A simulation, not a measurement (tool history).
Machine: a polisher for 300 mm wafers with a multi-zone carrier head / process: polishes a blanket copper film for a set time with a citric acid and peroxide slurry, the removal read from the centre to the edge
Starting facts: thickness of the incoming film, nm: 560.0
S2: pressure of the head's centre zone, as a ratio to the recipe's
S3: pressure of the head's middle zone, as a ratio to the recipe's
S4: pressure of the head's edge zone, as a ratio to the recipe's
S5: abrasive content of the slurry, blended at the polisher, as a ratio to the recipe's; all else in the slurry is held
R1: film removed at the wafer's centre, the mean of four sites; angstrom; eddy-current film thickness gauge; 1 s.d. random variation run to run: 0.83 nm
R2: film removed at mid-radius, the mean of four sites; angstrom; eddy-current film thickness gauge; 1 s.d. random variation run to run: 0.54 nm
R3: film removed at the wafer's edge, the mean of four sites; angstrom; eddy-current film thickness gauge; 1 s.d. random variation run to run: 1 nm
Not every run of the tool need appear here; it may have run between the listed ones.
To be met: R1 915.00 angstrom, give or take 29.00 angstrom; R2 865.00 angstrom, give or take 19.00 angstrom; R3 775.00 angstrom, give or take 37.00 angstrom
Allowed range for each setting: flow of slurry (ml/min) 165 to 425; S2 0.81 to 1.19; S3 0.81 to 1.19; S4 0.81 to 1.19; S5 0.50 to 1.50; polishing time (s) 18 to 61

{"run": 1, "hour": 0.0, "flow of slurry (ml/min)": 275, "S2": 1.0, "S3": 1.0, "S4": 1.0, "S5": 1.0, "polishing time (s)": 39, "R1": 672.66, "R2": 648.75, "R3": 654.4}
{"run": 2, "hour": 2.0, "flow of slurry (ml/min)": 275, "S2": 1.0, "S3": 1.0, "S4": 0.97, "S5": 1.0, "polishing time (s)": 39, "R1": 656.2, "R2": 653.99, "R3": 624.64}
{"run": 3, "hour": 5.2, "flow of slurry (ml/min)": 275, "S2": 0.95, "S3": 1.0, "S4": 0.97, "S5": 1.0, "polishing time (s)": 39, "R1": 628.45, "R2": 656.33, "R3": 634.5}
{"run": 4, "hour": 11.0, "flow of slurry (ml/min)": 285, "S2": 0.98, "S3": 1.02, "S4": 0.98, "S5": 1.05, "polishing time (s)": 39, "R1": 656.03, "R2": 675.87, "R3": 649.45}
{"run": 5, "hour": 13.6, "flow of slurry (ml/min)": 285, "S2": 0.91, "S3": 1.02, "S4": 0.98, "S5": 1.05, "polishing time (s)": 39, "R1": 606.5, "R2": 671.68, "R3": 647.29}
{"run": 6, "hour": 16.9, "flow of slurry (ml/min)": 285, "S2": 0.91, "S3": 1.02, "S4": 0.95, "S5": 1.05, "polishing time (s)": 39, "R1": 611.64, "R2": 680.55, "R3": 652.13}
{"run": 7, "hour": 21.6, "flow of slurry (ml/min)": 295, "S2": 0.94, "S3": 1.03, "S4": 0.96, "S5": 1.1, "polishing time (s)": 39, "R1": 635.65, "R2": 681.8, "R3": 661.15}
{"run": 8, "hour": 27.1, "flow of slurry (ml/min)": 295, "S2": 0.97, "S3": 1.05, "S4": 0.95, "S5": 1.15, "polishing time (s)": 40, "R1": 672.25, "R2": 712.02, "R3": 665.14}
{"run": 9, "hour": 33.4, "flow of slurry (ml/min)": 300, "S2": 0.99, "S3": 1.06, "S4": 0.96, "S5": 1.2, "polishing time (s)": 40, "R1": 696.56, "R2": 737.65, "R3": 677.7}
{"run": 10, "hour": 34.7, "flow of slurry (ml/min)": 305, "S2": 1.01, "S3": 1.07, "S4": 0.98, "S5": 1.25, "polishing time (s)": 40, "R1": 729.57, "R2": 738.94, "R3": 707.46}
{"run": 11, "hour": 38.5, "flow of slurry (ml/min)": 360, "S2": 1.11, "S3": 1.17, "S4": 0.91, "S5": 1.5, "polishing time (s)": 41, "R1": 866.63, "R2": 849.71, "R3": 715.79}
{"run": 12, "hour": 39.4, "flow of slurry (ml/min)": 360, "S2": 1.11, "S3": 1.17, "S4": 0.92, "S5": 1.5, "polishing time (s)": 41, "R1": 856.07, "R2": 842.63, "R3": 716.39}
{"run": 13, "hour": 45.2, "flow of slurry (ml/min)": 360, "S2": 1.12, "S3": 1.17, "S4": 0.93, "S5": 1.5, "polishing time (s)": 41, "R1": 872.99, "R2": 847.61, "R3": 721.85}
{"run": 14, "hour": 49.2, "flow of slurry (ml/min)": 360, "S2": 1.12, "S3": 1.17, "S4": 0.94, "S5": 1.5, "polishing time (s)": 41, "R1": 866.93, "R2": 852.84, "R3": 745.55}
{"run": 15, "hour": 57.8, "flow of slurry (ml/min)": 360, "S2": 1.12, "S3": 1.17, "S4": 0.94, "S5": 1.5, "polishing time (s)": 41, "R1": 882.26, "R2": 854.42, "R3": 745.53}
{"run": 16, "hour": 65.6, "flow of slurry (ml/min)": 370, "S2": 1.13, "S3": 1.17, "S4": 0.96, "S5": 1.5, "polishing time (s)": 41, "R1": 878.76, "R2": 845.22, "R3": 750.26}

Of the 5 settings listed for the next run, only one would bring every result within its allowed miss of target. Which one?
{"run": "A", "hour": 73.4, "flow of slurry (ml/min)": 355, "S2": 1.15, "S3": 1.14, "S4": 0.96, "S5": 1.4, "polishing time (s)": 41, "R1": "?", "R2": "?", "R3": "?"}
{"run": "B", "hour": 73.4, "flow of slurry (ml/min)": 405, "S2": 1.17, "S3": 1.08, "S4": 1.0, "S5": 1.45, "polishing time (s)": 42, "R1": "?", "R2": "?", "R3": "?"}
{"run": "C", "hour": 73.4, "flow of slurry (ml/min)": 355, "S2": 1.17, "S3": 1.06, "S4": 0.94, "S5": 1.45, "polishing time (s)": 42, "R1": "?", "R2": "?", "R3": "?"}
{"run": "D", "hour": 73.4, "flow of slurry (ml/min)": 375, "S2": 1.15, "S3": 1.16, "S4": 1.01, "S5": 1.45, "polishing time (s)": 42, "R1": "?", "R2": "?", "R3": "?"}
{"run": "E", "hour": 73.4, "flow of slurry (ml/min)": 350, "S2": 1.17, "S3": 1.13, "S4": 0.87, "S5": 1.4, "polishing time (s)": 41, "R1": "?", "R2": "?", "R3": "?"}

move=A R1=887.27 R2=818.82 R3=719.74
move=B R1=941.74 R2=823.62 R3=763.74
move=C R1=931.07 R2=805.43 R3=735.86
move=D R1=920.01 R2=858.39 R3=763.36
move=E R1=901.57 R2=813.10 R3=687.17
A: brings the result that was furthest off to its target, and leaves another outside
B: brings the result that was furthest off to its target, and leaves another outside
C: brings the result that was furthest off to its target, and leaves another outside
D: hits every target within its allowed miss
E: brings the result that was furthest off to its target, and leaves another outside
The move that meets every target is D.

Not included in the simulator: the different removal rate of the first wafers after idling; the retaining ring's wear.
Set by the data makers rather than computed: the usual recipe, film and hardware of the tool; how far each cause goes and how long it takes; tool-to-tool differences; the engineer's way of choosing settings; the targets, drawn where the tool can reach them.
